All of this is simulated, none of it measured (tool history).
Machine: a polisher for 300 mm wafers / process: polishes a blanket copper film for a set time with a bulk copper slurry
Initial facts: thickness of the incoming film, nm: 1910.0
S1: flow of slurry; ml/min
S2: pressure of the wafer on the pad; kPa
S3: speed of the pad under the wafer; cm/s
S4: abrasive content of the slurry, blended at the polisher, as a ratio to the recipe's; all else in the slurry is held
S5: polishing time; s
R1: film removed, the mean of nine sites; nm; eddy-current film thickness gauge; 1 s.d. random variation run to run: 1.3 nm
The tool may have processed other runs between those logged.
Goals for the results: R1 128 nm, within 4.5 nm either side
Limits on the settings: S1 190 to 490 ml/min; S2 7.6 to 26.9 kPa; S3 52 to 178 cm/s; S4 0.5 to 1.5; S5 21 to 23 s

run    day   S1    S2   S3  S4  S5      R1
  1      0  315  17.2  114   1  23  216.91
  2  0.354  315  18.6  114   1  23  230.38
  3  0.646  315  15.9  112   1  23  189.78
  4  0.858  315  14.5  112   1  23  176.66
  5  1.033  315  13.1  112   1  23  159.22
  6  1.346  315  12.4  112   1  23  151.38
  7  1.388  315  11.7  112   1  23  146.52
  8  1.675  315    11  112   1  23   134.1
  9      2  315    11  112   1  23  135.97

Consider the 5 candidate settings below. Which is the only one whose results all fall within their allowed miss of target?
  A  2.325  320  11.7  102  1.05  22   ?
  B  2.325  345  14.5   92   1.2  22   ?
  C  2.325  255  11.7  112     1  23   ?
  D  2.325  370  13.8   96   0.8  23   ?
  E  2.325  300    11  114  1.05  23   ?

move      R1
   A  127.37
   B  146.46
   C  142.11
   D  138.78
   E  139.42
A: meets every target
B: lands further from the targets than the last run did
C: lands further from the targets than the last run did
D: lands further from the targets than the last run did
E: lands further from the targets than the last run did
Go with A: it meets all targets.
